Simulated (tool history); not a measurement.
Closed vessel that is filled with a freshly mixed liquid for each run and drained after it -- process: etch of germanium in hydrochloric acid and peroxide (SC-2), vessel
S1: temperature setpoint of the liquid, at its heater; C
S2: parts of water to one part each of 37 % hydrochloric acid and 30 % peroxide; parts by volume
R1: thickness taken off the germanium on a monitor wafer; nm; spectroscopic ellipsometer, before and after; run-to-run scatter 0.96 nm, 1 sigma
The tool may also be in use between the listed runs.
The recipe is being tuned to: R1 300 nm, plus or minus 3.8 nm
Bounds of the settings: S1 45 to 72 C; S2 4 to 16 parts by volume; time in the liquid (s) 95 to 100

run 1 hour=0 | S1=61 S2=9 time_in_the_liquid_(s)=95 | R1=323.2
run 2 hour=6.3 | S1=55 S2=9 time_in_the_liquid_(s)=95 | R1=269.58
run 3 hour=11.8 | S1=55 S2=9 time_in_the_liquid_(s)=95 | R1=268.24
run 4 hour=18.1 | S1=56 S2=9 time_in_the_liquid_(s)=95 | R1=277.51
run 5 hour=21.5 | S1=56.5 S2=9 time_in_the_liquid_(s)=95 | R1=283.77
run 6 hour=24.5 | S1=57 S2=9 time_in_the_liquid_(s)=95 | R1=286.69
run 7 hour=27.1 | S1=57.5 S2=9 time_in_the_liquid_(s)=95 | R1=291.34
run 8 hour=29.8 | S1=58 S2=9 time_in_the_liquid_(s)=95 | R1=293.4

5 candidate next runs follow, results not yet known. Just one meets every target within its allowed miss. Identify it.
run A hour=32.5 | S1=56 S2=6.5 time_in_the_liquid_(s)=100 | R1=?
run B hour=32.5 | S1=55 S2=9.5 time_in_the_liquid_(s)=100 | R1=?
run C hour=32.5 | S1=57.5 S2=8.5 time_in_the_liquid_(s)=100 | R1=?
run D hour=32.5 | S1=60 S2=9 time_in_the_liquid_(s)=95 | R1=?
run E hour=32.5 | S1=58 S2=9.5 time_in_the_liquid_(s)=100 | R1=?

move=A R1=299.93
move=B R1=282.94
move=C R1=308.25
move=D R1=313.89
move=E R1=309.74
A: all results land within tolerance of their targets
B: misses by more than the last run did
C: takes the biggest miss from the last run beyond its target
D: takes the biggest miss from the last run beyond its target
E: takes the biggest miss from the last run beyond its target
Correct choice: A, which meets every target

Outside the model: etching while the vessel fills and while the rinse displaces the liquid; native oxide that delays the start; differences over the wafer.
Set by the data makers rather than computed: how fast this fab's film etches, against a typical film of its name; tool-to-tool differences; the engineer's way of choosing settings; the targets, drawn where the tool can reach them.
